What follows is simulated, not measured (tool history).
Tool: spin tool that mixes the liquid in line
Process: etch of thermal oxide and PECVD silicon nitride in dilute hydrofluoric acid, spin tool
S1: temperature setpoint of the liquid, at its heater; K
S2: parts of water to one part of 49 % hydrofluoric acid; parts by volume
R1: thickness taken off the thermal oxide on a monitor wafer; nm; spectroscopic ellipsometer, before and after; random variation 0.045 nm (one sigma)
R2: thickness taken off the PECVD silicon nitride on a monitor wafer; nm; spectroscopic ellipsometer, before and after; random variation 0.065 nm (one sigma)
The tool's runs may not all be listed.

{"run": 1, "hour": 0.0, "S1": 299.15, "S2": 175, "time under the liquid (s)": 180, "R1": 4.9977, "R2": 4.7912}
{"run": 2, "hour": 1.0, "S1": 299.15, "S2": 175, "time under the liquid (s)": 260, "R1": 7.2196, "R2": 6.9245}
{"run": 3, "hour": 4.4, "S1": 296.65, "S2": 175, "time under the liquid (s)": 260, "R1": 6.5404, "R2": 5.8867}
{"run": 4, "hour": 12.9, "S1": 296.65, "S2": 235, "time under the liquid (s)": 260, "R1": 4.6006, "R2": 4.4483}
{"run": 5, "hour": 16.8, "S1": 297.65, "S2": 220, "time under the liquid (s)": 255, "R1": 5.0556, "R2": 4.9006}
{"run": 6, "hour": 19.6, "S1": 299.65, "S2": 220, "time under the liquid (s)": 255, "R1": 5.4472, "R2": 5.5688}
{"run": 7, "hour": 28.0, "S1": 300.15, "S2": 210, "time under the liquid (s)": 255, "R1": 5.8297, "R2": 5.9882}
{"run": 8, "hour": 34.7, "S1": 300.65, "S2": 200, "time under the liquid (s)": 255, "R1": 6.3085, "R2": 6.6445}
{"run": 9, "hour": 39.3, "S1": 300.65, "S2": 190, "time under the liquid (s)": 250, "R1": 6.6267, "R2": 6.7256}
{"run": 10, "hour": 48.1, "S1": 304.15, "S2": 145, "time under the liquid (s)": 235, "R1": 9.7398, "R2": 10.209}
{"run": 11, "hour": 53.7, "S1": 304.15, "S2": 145, "time under the liquid (s)": 235, "R1": 9.8571, "R2": 10.264}

Estimate the outcome of run 12 from the log above:
{"run": 12, "hour": 62.2, "S1": 303.15, "S2": 160, "time under the liquid (s)": 240, "R1": "?", "R2": "?"}

Run 12 produced R1 8.6038 nm, R2 9.052 nm.

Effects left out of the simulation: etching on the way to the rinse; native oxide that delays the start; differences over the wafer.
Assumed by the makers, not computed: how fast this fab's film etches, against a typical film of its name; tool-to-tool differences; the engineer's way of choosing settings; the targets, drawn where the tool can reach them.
